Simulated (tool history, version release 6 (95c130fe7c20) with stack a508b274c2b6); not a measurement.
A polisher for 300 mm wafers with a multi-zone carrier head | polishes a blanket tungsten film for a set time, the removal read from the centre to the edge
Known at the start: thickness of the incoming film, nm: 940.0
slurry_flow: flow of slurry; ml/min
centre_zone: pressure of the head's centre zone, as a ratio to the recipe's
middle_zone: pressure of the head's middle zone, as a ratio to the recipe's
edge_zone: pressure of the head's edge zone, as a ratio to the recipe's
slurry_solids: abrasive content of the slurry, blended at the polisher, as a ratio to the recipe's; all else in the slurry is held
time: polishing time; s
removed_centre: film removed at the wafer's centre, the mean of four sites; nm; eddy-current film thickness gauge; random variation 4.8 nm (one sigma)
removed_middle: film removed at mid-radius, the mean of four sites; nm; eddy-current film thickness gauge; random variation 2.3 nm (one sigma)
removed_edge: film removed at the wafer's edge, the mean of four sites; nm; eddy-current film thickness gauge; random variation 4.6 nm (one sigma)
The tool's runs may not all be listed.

run  hour  slurry_flow  centre_zone  middle_zone  edge_zone  slurry_solids  time  removed_centre  removed_middle  removed_edge
  1   0.0          230         1.00         1.00       1.00           1.00    68          239.29          245.90        248.62
  2   6.1          285         1.00         1.00       1.00           1.00    68          242.34          251.49        254.20
  3  10.5          285         1.00         1.00       1.00           1.15    68          259.54          263.64        258.93
  4  15.7          335         1.00         1.00       1.00           1.15    68          265.32          267.61        269.39
  5  17.2          335         1.00         0.94       1.00           1.15    68          261.64          253.56        275.68
  6  19.8          340         1.03         0.93       1.02           1.20    70          276.55          260.64        278.29
  7  26.5          345         1.05         0.90       1.02           1.25    73          297.22          266.48        297.35

Forecast run 8:
  8  31.4          350         1.07         0.89       1.02           1.30    75               ?               ?             ?

{"run 8": {"removed_centre": 328.08, "removed_middle": 278.58, "removed_edge": 313.36}}

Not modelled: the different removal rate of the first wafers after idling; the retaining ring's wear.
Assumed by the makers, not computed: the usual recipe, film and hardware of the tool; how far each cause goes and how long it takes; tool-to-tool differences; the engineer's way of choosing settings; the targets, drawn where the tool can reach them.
